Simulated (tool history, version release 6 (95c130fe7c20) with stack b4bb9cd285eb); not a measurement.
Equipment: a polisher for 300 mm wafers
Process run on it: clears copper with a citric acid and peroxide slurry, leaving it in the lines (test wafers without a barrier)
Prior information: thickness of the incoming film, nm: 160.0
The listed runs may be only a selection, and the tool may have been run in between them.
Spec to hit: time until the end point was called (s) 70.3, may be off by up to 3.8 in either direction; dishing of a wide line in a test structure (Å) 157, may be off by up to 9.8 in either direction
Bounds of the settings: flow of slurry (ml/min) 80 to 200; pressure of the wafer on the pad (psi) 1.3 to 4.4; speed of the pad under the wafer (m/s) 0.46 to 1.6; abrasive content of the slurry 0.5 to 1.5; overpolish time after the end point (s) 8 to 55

run  hour  flow of slurry (ml/min)  pressure of the wafer on the pad (psi)  speed of the pad under the wafer (m/s)  abrasive content of the slurry  overpolish time after the end point (s)  time until the end point was called (s)  dishing of a wide line in a test structure (Å)
  1     0                      130                                     2.8                                    1.02                               1                                       28                                   56.269                                          500.47
  2   8.7                      135                                     2.4                                    1.06                               1                                       23                                   61.532                                          378.35
  3  16.7                      135                                     2.4                                    1.18                               1                                       23                                   56.274                                          421.09
  4  25.7                      150                                     2.1                                    1.14                            1.15                                       19                                    61.67                                          316.62
  5  29.1                      150                                     2.1                                    0.98                            1.15                                       19                                   68.733                                          279.27
  6  36.7                      165                                       2                                    0.98                            1.25                                       16                                   72.306                                          240.64
  7  42.7                      175                                     1.9                                    1.02                             1.3                                       14                                   71.029                                          206.72
  8  49.4                      195                                     1.7                                    1.06                             1.4                                        8                                   74.438                                          118.47
     50.6  -- head pressure recalibrated
  9  50.6                      160                                     1.9                                    1.06                             1.4                                        8                                   74.241                                          120.26
 10    57                      155                                     2.1                                    1.06                             1.4                                       16                                   69.336                                          243.67
 11    59                      160                                       2                                    1.08                            1.35                                       15                                    72.71                                          226.73
 12  65.6                      140                                     1.5                                    1.24                            1.45                                        8                                   84.908                                          106.77
 13  71.9                      175                                     1.7                                    1.24                            1.45                                        8                                   70.086                                          126.25
 14  76.9                      170                                     1.7                                    1.24                            1.45                                       17                                   71.348                                          251.01
 15  77.6                      185                                     1.8                                    1.18                            1.45                                        9                                   70.257                                          142.74

Exercise: of the 5 proposed moves below, exactly one satisfies all targets within the stated allowed misses. Which move is it?
  A  78.3                      170                                       2                                     1.3                            1.15                                       10                                        ?                                               ?
  B  78.3                      190                                     1.6                                    1.12                             1.5                                       14                                        ?                                               ?
  C  78.3                      195                                     1.5                                    1.36                             1.5                                       10                                        ?                                               ?
  D  78.3                      190                                     2.3                                       1                            1.45                                        8                                        ?                                               ?
  E  78.3                      160                                       2                                    0.98                             1.5                                       11                                        ?                                               ?

move  time until the end point was called (s)  dishing of a wide line in a test structure (Å)
   A                                   60.524                                          174.24
   B                                   80.138                                          182.34
   C                                   70.681                                          149.52
   D                                   64.537                                          133.32
   E                                   76.214                                          153.56
A: moves the result that the last run missed by most past its target, out the other side
B: moves the result that the last run missed by most past its target, out the other side
C: every result lands within tolerance
D: its largest miss is bigger than the last run's
E: the worst result of the last run now meets its target, but another is out of spec
Correct choice: C, which meets every target
